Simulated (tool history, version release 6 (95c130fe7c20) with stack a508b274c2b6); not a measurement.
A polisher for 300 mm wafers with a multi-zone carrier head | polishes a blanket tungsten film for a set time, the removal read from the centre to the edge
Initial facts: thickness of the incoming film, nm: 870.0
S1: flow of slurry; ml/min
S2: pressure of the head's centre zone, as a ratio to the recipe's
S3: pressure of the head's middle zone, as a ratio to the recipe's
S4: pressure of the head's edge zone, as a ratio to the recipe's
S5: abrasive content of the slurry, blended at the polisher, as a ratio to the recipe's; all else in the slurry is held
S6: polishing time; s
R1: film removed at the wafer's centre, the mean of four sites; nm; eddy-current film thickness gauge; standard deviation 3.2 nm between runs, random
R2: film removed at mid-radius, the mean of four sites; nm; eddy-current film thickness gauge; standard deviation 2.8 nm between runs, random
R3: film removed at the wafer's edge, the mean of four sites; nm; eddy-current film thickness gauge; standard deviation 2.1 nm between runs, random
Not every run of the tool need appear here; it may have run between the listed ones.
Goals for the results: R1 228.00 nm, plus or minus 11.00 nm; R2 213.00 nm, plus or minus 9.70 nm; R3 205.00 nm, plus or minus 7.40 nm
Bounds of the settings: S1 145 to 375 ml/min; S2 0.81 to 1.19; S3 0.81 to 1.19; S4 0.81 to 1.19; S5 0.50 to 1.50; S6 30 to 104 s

run 1 hour=0.0 | S1=240 S2=1.00 S3=1.00 S4=1.00 S5=1.00 S6=67 | R1=291.62 R2=289.41 R3=293.90
run 2 hour=3.9 | S1=240 S2=1.00 S3=1.00 S4=1.00 S5=1.15 S6=67 | R1=295.82 R2=305.94 R3=301.26
run 3 hour=7.0 | S1=240 S2=1.01 S3=1.01 S4=0.97 S5=1.05 S6=63 | R1=274.94 R2=280.75 R3=277.56
run 4 hour=8.2 | S1=240 S2=1.01 S3=1.01 S4=0.97 S5=0.85 S6=63 | R1=265.89 R2=261.95 R3=269.76
run 5 hour=12.2 | S1=245 S2=1.04 S3=1.03 S4=0.94 S5=0.80 S6=59 | R1=249.65 R2=247.85 R3=239.80
run 6 hour=18.6 | S1=245 S2=1.04 S3=1.03 S4=0.94 S5=0.80 S6=43 | R1=188.06 R2=182.99 R3=175.85
run 7 hour=22.8 | S1=250 S2=1.06 S3=1.03 S4=0.97 S5=0.90 S6=44 | R1=199.70 R2=195.43 R3=188.65
run 8 hour=27.0 | S1=255 S2=1.08 S3=1.03 S4=0.98 S5=0.95 S6=44 | R1=205.50 R2=199.25 R3=193.20

Exercise: of the 4 proposed moves below, exactly one satisfies all targets within the stated allowed misses. Which move is it?
run A hour=31.2 | S1=300 S2=1.19 S3=1.00 S4=0.81 S5=1.05 S6=43 | R1=? R2=? R3=?
run B hour=31.2 | S1=260 S2=1.07 S3=1.02 S4=0.96 S5=0.95 S6=41 | R1=? R2=? R3=?
run C hour=31.2 | S1=185 S2=1.19 S3=0.88 S4=0.92 S5=0.90 S6=48 | R1=? R2=? R3=?
run D hour=31.2 | S1=265 S2=1.11 S3=1.03 S4=0.99 S5=1.00 S6=46 | R1=? R2=? R3=?

move=A R1=232.56 R2=193.41 R3=181.15
move=B R1=191.09 R2=180.20 R3=176.88
move=C R1=230.65 R2=174.60 R3=193.68
move=D R1=225.57 R2=206.53 R3=203.29
A: brings the last run's worst result on target, with another outside its allowed miss
B: its largest miss is bigger than the last run's
C: brings the last run's worst result on target, with another outside its allowed miss
D: every result lands within tolerance
Go with D: it meets all targets.

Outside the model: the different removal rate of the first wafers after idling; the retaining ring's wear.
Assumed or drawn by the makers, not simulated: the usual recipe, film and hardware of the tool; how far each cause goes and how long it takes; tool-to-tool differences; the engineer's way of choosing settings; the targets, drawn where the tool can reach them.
